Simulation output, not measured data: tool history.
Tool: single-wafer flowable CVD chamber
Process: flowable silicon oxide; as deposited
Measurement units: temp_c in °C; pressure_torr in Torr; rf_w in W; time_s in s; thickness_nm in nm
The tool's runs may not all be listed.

run    day  temp_c  pressure_torr  rf_w  time_s  thickness_nm
  1  0.000     100           1.07  2595     673        648.15
  2  0.296     100           1.07  2330     673        637.80
  3  0.567     100           1.07  2330     642        615.46
  4  0.825     100           1.07  2175     642        605.42
  5  1.162     100           1.07  2310     642        609.13
  6  1.358     100           1.07  2100     642        601.44

Run 7, settings as shown, results not yet in. Your forecast:
  7  1.554     106           1.07  2100     642             ?

{"run 7": {"thickness_nm": 477.58}}
